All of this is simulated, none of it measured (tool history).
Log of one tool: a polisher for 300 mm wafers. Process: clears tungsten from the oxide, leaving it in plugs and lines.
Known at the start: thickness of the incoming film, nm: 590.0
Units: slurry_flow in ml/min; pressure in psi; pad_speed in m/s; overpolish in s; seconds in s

{"run": 1, "hour": 0.0, "slurry_flow": 135, "pressure": 4.7, "pad_speed": 1.06, "slurry_solids": 1, "overpolish": 7, "seconds": 94.451}
{"run": 2, "hour": 4.1, "slurry_flow": 135, "pressure": 4.7, "pad_speed": 1.16, "slurry_solids": 1, "overpolish": 7, "seconds": 87.819}
{"run": 3, "hour": 7.7, "slurry_flow": 135, "pressure": 4.4, "pad_speed": 1.14, "slurry_solids": 1, "overpolish": 7, "seconds": 96.303}
{"run": 4, "hour": 10.1, "slurry_flow": 135, "pressure": 4.1, "pad_speed": 1.14, "slurry_solids": 1, "overpolish": 7, "seconds": 101.05}
{"run": 5, "hour": 17.9, "slurry_flow": 135, "pressure": 5, "pad_speed": 1.14, "slurry_solids": 1, "overpolish": 7, "seconds": 85.78}
{"run": 6, "hour": 24.1, "slurry_flow": 135, "pressure": 4.6, "pad_speed": 1.12, "slurry_solids": 1, "overpolish": 7, "seconds": 90.104}
{"run": 7, "hour": 26.8, "slurry_flow": 135, "pressure": 4.3, "pad_speed": 1.1, "slurry_solids": 1, "overpolish": 7, "seconds": 99.695}
{"run": 8, "hour": 35.4, "slurry_flow": 135, "pressure": 4, "pad_speed": 1.08, "slurry_solids": 1, "overpolish": 7, "seconds": 111.67}

Run 9 comes next. What will it give?
{"run": 9, "hour": 39.3, "slurry_flow": 135, "pressure": 3.8, "pad_speed": 1.08, "slurry_solids": 1, "overpolish": 7, "seconds": "?"}

Run 9 gave seconds 114.5 s.

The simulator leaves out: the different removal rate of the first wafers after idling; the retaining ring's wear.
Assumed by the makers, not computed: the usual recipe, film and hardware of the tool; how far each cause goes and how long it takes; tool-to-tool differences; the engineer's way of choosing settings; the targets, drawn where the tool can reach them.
